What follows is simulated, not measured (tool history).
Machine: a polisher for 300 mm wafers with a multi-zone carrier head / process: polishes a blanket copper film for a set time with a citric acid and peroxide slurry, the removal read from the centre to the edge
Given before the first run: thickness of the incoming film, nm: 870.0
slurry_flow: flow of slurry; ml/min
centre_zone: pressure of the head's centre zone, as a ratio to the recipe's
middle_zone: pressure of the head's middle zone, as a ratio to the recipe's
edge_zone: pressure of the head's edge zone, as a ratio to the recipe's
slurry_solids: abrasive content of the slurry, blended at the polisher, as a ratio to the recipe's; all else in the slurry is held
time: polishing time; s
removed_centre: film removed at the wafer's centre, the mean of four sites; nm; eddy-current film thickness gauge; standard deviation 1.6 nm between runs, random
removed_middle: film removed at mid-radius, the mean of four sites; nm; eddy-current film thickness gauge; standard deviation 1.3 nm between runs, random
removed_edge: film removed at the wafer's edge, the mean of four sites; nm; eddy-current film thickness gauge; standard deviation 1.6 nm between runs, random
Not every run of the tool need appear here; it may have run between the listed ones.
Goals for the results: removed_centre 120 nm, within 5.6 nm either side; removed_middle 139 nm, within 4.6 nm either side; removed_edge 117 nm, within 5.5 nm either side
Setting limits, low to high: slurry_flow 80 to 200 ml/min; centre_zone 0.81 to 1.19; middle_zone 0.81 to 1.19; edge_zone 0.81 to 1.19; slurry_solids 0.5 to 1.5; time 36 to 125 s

Run 1, hour 0: slurry_flow 130 ml/min, centre_zone 1, middle_zone 1, edge_zone 1, slurry_solids 1, time 80 s. Result: removed_centre 148.57 nm, removed_middle 151.99 nm, removed_edge 147.21 nm.
Run 2, hour 8: slurry_flow 130 ml/min, centre_zone 1, middle_zone 1, edge_zone 1, slurry_solids 1, time 60 s. Result: removed_centre 112.32 nm, removed_middle 113.88 nm, removed_edge 114.43 nm.
Run 3, hour 16.5: slurry_flow 130 ml/min, centre_zone 1, middle_zone 1, edge_zone 1, slurry_solids 1, time 53 s. Result: removed_centre 98.851 nm, removed_middle 101.62 nm, removed_edge 96.577 nm.
Run 4, hour 20.7: slurry_flow 130 ml/min, centre_zone 1, middle_zone 1, edge_zone 1, slurry_solids 1, time 36 s. Result: removed_centre 67.818 nm, removed_middle 69.074 nm, removed_edge 66.54 nm.
Run 5, hour 23.2: slurry_flow 130 ml/min, centre_zone 1, middle_zone 1.06, edge_zone 1, slurry_solids 1, time 36 s. Result: removed_centre 66.501 nm, removed_middle 70.493 nm, removed_edge 66.953 nm.
Run 6, hour 24.9: slurry_flow 150 ml/min, centre_zone 0.99, middle_zone 1.09, edge_zone 0.96, slurry_solids 1.15, time 45 s. Result: removed_centre 87.547 nm, removed_middle 95.965 nm, removed_edge 85.123 nm.
Run 7, hour 31.7: slurry_flow 160 ml/min, centre_zone 0.98, middle_zone 1.1, edge_zone 0.96, slurry_solids 1.25, time 48 s. Result: removed_centre 96.917 nm, removed_middle 106.78 nm, removed_edge 94.516 nm.
Run 8, hour 35.3: slurry_flow 170 ml/min, centre_zone 0.97, middle_zone 1.12, edge_zone 0.96, slurry_solids 1.35, time 50 s. Result: removed_centre 102.57 nm, removed_middle 114.98 nm, removed_edge 101.92 nm.

Which single option among these 5 for the next run brings every result within its allowed miss of target? Just one does.
Run A, hour 38.9: slurry_flow 160 ml/min, centre_zone 0.96, middle_zone 1.11, edge_zone 1.19, slurry_solids 1.35, time 47 s. Result: removed_centre ?, removed_middle ?, removed_edge ?.
Run B, hour 38.9: slurry_flow 180 ml/min, centre_zone 0.97, middle_zone 1.16, edge_zone 0.95, slurry_solids 1.35, time 58 s. Result: removed_centre ?, removed_middle ?, removed_edge ?.
Run C, hour 38.9: slurry_flow 170 ml/min, centre_zone 1.15, middle_zone 0.94, edge_zone 1.05, slurry_solids 1.15, time 52 s. Result: removed_centre ?, removed_middle ?, removed_edge ?.
Run D, hour 38.9: slurry_flow 170 ml/min, centre_zone 1.01, middle_zone 0.97, edge_zone 1.12, slurry_solids 1.5, time 51 s. Result: removed_centre ?, removed_middle ?, removed_edge ?.
Run E, hour 38.9: slurry_flow 140 ml/min, centre_zone 0.85, middle_zone 0.91, edge_zone 1.19, slurry_solids 1.5, time 48 s. Result: removed_centre ?, removed_middle ?, removed_edge ?.

move  removed_centre  removed_middle  removed_edge
   A          93.842           105.6        103.04
   B          119.82           137.8        115.33
   C           121.8          100.38        104.48
   D          110.88           106.7         111.9
   E          83.985          92.196        105.81
A: further off than the last run
B: hits every target within its allowed miss
C: further off than the last run
D: further off than the last run
E: further off than the last run
B meets every target.

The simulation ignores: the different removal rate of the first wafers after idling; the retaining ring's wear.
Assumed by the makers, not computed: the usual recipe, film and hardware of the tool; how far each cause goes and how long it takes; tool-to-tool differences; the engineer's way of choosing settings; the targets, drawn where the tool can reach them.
